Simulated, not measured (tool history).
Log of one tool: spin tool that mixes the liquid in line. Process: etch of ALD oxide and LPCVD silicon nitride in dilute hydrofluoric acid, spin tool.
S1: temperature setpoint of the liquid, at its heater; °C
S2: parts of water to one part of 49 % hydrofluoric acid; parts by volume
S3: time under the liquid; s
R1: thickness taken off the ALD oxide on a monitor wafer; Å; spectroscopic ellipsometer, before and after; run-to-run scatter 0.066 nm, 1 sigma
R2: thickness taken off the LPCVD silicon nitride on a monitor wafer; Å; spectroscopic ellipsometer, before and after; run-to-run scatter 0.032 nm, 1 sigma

run,hour,S1,S2,S3,R1,R2
1,0.0,21.0,65,30,78.664,1.6541
2,4.8,21.0,85,30,57.992,1.2370
3,5.7,21.0,85,45,87.115,1.7382
4,11.7,24.5,85,45,100.940,2.4637
5,17.0,24.5,85,55,123.340,3.5093
6,21.2,26.0,85,55,131.790,3.6264
7,27.2,25.0,85,55,126.420,3.1106
8,30.0,24.5,85,55,123.050,3.9425
9,34.2,24.0,85,55,120.820,2.1831

For run 10, what comes out?
10,36.3,24.5,85,55,?,?

{"run 10": {"R1": 123.65, "R2": 3.1419}}
